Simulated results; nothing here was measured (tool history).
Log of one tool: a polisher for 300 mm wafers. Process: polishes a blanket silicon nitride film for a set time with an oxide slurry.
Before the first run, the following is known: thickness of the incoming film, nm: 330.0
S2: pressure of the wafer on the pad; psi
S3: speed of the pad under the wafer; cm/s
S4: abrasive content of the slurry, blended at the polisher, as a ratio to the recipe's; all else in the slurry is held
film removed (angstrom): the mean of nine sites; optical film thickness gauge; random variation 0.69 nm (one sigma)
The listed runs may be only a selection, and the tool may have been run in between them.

Run 1, hour 0.0: flow of slurry (ml/min) 155, S2 3.7 psi, S3 106 cm/s, S4 1.00, polishing time (s) 75. Result: film removed (angstrom) 580.70.
Run 2, hour 2.3: flow of slurry (ml/min) 155, S2 3.7 psi, S3 106 cm/s, S4 0.90, polishing time (s) 75. Result: film removed (angstrom) 549.56.
Run 3, hour 6.3: flow of slurry (ml/min) 155, S2 3.7 psi, S3 106 cm/s, S4 0.90, polishing time (s) 79. Result: film removed (angstrom) 587.95.
Run 4, hour 12.8: flow of slurry (ml/min) 160, S2 3.8 psi, S3 106 cm/s, S4 0.90, polishing time (s) 79. Result: film removed (angstrom) 603.26.
Run 5, hour 21.2: flow of slurry (ml/min) 160, S2 3.8 psi, S3 106 cm/s, S4 0.90, polishing time (s) 79. Result: film removed (angstrom) 601.53.
Run 6, hour 29.3: flow of slurry (ml/min) 160, S2 3.8 psi, S3 106 cm/s, S4 0.95, polishing time (s) 79. Result: film removed (angstrom) 612.47.
Run 7, hour 30.2: flow of slurry (ml/min) 160, S2 4.0 psi, S3 106 cm/s, S4 0.95, polishing time (s) 79. Result: film removed (angstrom) 643.56.
Run 8, hour 33.6: flow of slurry (ml/min) 160, S2 4.1 psi, S3 106 cm/s, S4 0.95, polishing time (s) 79. Result: film removed (angstrom) 661.76.

What will run 9 give?
Run 9, hour 38.0: flow of slurry (ml/min) 160, S2 4.1 psi, S3 106 cm/s, S4 0.95, polishing time (s) 79. Result: film removed (angstrom) ?.

film removed (angstrom): 662.01

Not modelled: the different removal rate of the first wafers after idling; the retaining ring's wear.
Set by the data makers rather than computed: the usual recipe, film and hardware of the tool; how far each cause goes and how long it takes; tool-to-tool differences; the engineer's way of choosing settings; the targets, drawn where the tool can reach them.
